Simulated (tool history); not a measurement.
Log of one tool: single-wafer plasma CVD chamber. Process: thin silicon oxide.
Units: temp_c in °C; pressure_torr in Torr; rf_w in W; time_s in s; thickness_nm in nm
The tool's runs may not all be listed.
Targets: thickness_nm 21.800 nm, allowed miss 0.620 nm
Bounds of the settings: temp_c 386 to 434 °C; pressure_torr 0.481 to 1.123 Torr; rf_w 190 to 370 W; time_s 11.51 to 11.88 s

run,hour,temp_c,pressure_torr,rf_w,time_s,thickness_nm
1,0.0,410,0.802,280,11.51,17.575
2,6.4,400,0.802,280,11.51,17.671
3,9.6,400,0.731,280,11.51,16.063
4,14.0,400,0.760,280,11.51,16.838
5,18.5,400,0.785,280,11.51,17.292
6,20.1,400,0.858,280,11.51,18.753
7,26.6,400,0.874,280,11.51,19.080
8,29.8,400,0.888,280,11.51,19.310
9,35.8,400,0.901,280,11.51,19.519
10,39.7,400,0.913,280,11.51,19.831
# hour 43.2: RF generator calibrated
11,43.2,400,0.923,280,11.51,20.388
12,46.1,400,0.930,280,11.51,20.445
13,47.3,400,0.937,280,11.51,20.593

Which of these 5 next moves meets every target?
A,48.5,396,0.895,265,11.71,?
B,48.5,405,0.856,300,11.51,?
C,48.5,400,0.869,280,11.51,?
D,48.5,408,0.890,285,11.51,?
E,48.5,393,1.056,255,11.51,?

move,thickness_nm
A,19.937
B,19.359
C,19.328
D,19.723
E,22.077
A: further off than the last run
B: further off than the last run
C: further off than the last run
D: further off than the last run
E: meets every target
Move E is the one to make.
